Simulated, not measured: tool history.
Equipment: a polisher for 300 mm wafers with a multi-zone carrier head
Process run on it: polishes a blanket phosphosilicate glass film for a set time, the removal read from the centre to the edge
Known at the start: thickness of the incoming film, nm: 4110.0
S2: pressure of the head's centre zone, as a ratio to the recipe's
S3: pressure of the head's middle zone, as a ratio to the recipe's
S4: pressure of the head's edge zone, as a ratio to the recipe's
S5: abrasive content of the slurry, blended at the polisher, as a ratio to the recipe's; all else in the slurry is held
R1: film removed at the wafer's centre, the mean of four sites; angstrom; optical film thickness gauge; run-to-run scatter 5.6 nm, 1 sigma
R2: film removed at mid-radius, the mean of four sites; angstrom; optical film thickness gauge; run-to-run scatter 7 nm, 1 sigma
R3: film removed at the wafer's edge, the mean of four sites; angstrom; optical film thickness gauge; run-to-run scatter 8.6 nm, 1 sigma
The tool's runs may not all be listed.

Run 1, hour 0: flow of slurry (ml/min) 290, S2 1, S3 1, S4 1, S5 1, polishing time (s) 76. Result: R1 7716.8 angstrom, R2 7635.9 angstrom, R3 7535.8 angstrom.
Run 2, hour 6: flow of slurry (ml/min) 290, S2 1, S3 1.04, S4 1, S5 1, polishing time (s) 76. Result: R1 7794.3 angstrom, R2 7779.8 angstrom, R3 7757.4 angstrom.
Run 3, hour 14.3: flow of slurry (ml/min) 285, S2 0.98, S3 1.03, S4 1.01, S5 0.95, polishing time (s) 75. Result: R1 7379.8 angstrom, R2 7509 angstrom, R3 7673.2 angstrom.
Run 4, hour 15.8: flow of slurry (ml/min) 285, S2 0.96, S3 1.03, S4 0.99, S5 0.9, polishing time (s) 74. Result: R1 6824.2 angstrom, R2 6996.6 angstrom, R3 7122.1 angstrom.
Run 5, hour 22.9: flow of slurry (ml/min) 285, S2 0.94, S3 1.04, S4 0.98, S5 0.85, polishing time (s) 74. Result: R1 6600.7 angstrom, R2 6891.4 angstrom, R3 6753.5 angstrom.
Run 6, hour 25.6: flow of slurry (ml/min) 285, S2 0.94, S3 1.04, S4 0.98, S5 0.7, polishing time (s) 74. Result: R1 5880.3 angstrom, R2 6278.2 angstrom, R3 6279.3 angstrom.
Run 7, hour 33.4: flow of slurry (ml/min) 275, S2 0.84, S3 0.99, S4 0.96, S5 0.55, polishing time (s) 74. Result: R1 4550.6 angstrom, R2 5394.7 angstrom, R3 5392 angstrom.
Run 8, hour 42.3: flow of slurry (ml/min) 275, S2 0.84, S3 0.99, S4 0.97, S5 0.55, polishing time (s) 74. Result: R1 4524 angstrom, R2 5386.9 angstrom, R3 5504.8 angstrom.

Expected results for the next run?
Run 9, hour 46.4: flow of slurry (ml/min) 280, S2 0.86, S3 1, S4 1.02, S5 0.6, polishing time (s) 74. Result: R1 ?, R2 ?, R3 ?.

Run 9 came out at R1 4993.1 angstrom, R2 5535.6 angstrom, R3 5809.8 angstrom.
